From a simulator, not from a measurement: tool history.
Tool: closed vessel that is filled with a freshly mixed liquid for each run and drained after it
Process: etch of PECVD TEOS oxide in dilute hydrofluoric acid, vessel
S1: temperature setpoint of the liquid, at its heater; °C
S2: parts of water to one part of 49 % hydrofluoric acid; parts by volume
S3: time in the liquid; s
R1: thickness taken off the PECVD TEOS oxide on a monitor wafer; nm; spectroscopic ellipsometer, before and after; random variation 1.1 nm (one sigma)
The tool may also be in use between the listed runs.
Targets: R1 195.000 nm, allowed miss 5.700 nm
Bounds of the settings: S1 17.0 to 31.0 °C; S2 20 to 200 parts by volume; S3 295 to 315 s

run	hour	S1	S2	S3	R1
1	0.0	23.0	110	295	63.213
2	2.1	23.0	110	295	62.552
3	5.2	23.0	110	295	63.129
4	11.3	25.5	85	295	93.324
5	18.8	25.5	85	315	99.034
6	21.5	27.0	70	315	130.810
7	25.1	31.0	50	315	221.470
8	31.0	30.5	50	315	217.460

5 next moves are on the table. One of them brings every result within its allowed miss. Which?
A	36.9	31.0	60	315	?
B	36.9	26.0	50	315	?
C	36.9	30.5	50	305	?
D	36.9	30.5	55	315	?
E	36.9	31.0	45	315	?

move	R1
A	181.130
B	181.490
C	209.990
D	195.500
E	247.870
A: takes the result that was furthest off past its target
B: takes the result that was furthest off past its target
C: nearer than the last run, and not there yet
D: meets every target
E: further off than the last run
Answer: D
